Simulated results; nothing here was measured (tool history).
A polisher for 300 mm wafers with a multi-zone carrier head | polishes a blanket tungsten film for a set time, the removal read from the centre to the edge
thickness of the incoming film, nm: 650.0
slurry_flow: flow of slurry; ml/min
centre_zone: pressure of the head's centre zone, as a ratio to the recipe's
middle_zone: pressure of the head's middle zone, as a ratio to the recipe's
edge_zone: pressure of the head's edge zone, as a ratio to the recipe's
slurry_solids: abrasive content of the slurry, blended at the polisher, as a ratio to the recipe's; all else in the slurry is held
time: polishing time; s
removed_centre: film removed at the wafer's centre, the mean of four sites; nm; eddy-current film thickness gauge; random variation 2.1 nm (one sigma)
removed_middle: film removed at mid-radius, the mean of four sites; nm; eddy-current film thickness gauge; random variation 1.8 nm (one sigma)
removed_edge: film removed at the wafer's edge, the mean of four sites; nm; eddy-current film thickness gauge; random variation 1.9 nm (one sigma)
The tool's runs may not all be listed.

{"run": 1, "hour": 0.0, "slurry_flow": 145, "centre_zone": 1.0, "middle_zone": 1.0, "edge_zone": 1.0, "slurry_solids": 1.0, "time": 45, "removed_centre": 186.78, "removed_middle": 189.36, "removed_edge": 183.17}
{"run": 2, "hour": 1.0, "slurry_flow": 120, "centre_zone": 1.0, "middle_zone": 1.0, "edge_zone": 1.0, "slurry_solids": 1.0, "time": 45, "removed_centre": 177.64, "removed_middle": 174.37, "removed_edge": 176.94}
{"run": 3, "hour": 5.4, "slurry_flow": 115, "centre_zone": 0.99, "middle_zone": 1.0, "edge_zone": 0.99, "slurry_solids": 1.0, "time": 45, "removed_centre": 173.4, "removed_middle": 176.9, "removed_edge": 176.88}
{"run": 4, "hour": 12.1, "slurry_flow": 140, "centre_zone": 0.99, "middle_zone": 1.0, "edge_zone": 0.99, "slurry_solids": 1.0, "time": 45, "removed_centre": 183.52, "removed_middle": 181.0, "removed_edge": 184.28}
{"run": 5, "hour": 14.3, "slurry_flow": 140, "centre_zone": 0.99, "middle_zone": 1.0, "edge_zone": 0.99, "slurry_solids": 1.0, "time": 34, "removed_centre": 139.31, "removed_middle": 136.95, "removed_edge": 139.25}
{"run": 6, "hour": 19.0, "slurry_flow": 145, "centre_zone": 0.98, "middle_zone": 1.0, "edge_zone": 1.01, "slurry_solids": 1.05, "time": 34, "removed_centre": 143.04, "removed_middle": 143.25, "removed_edge": 143.23}

The next listed run, before its measurement:
{"run": 7, "hour": 24.6, "slurry_flow": 150, "centre_zone": 0.97, "middle_zone": 0.99, "edge_zone": 1.03, "slurry_solids": 1.05, "time": 34, "removed_centre": "?", "removed_middle": "?", "removed_edge": "?"}

removed_centre: 141.25 nm
removed_middle: 143.20 nm
removed_edge: 146.17 nm

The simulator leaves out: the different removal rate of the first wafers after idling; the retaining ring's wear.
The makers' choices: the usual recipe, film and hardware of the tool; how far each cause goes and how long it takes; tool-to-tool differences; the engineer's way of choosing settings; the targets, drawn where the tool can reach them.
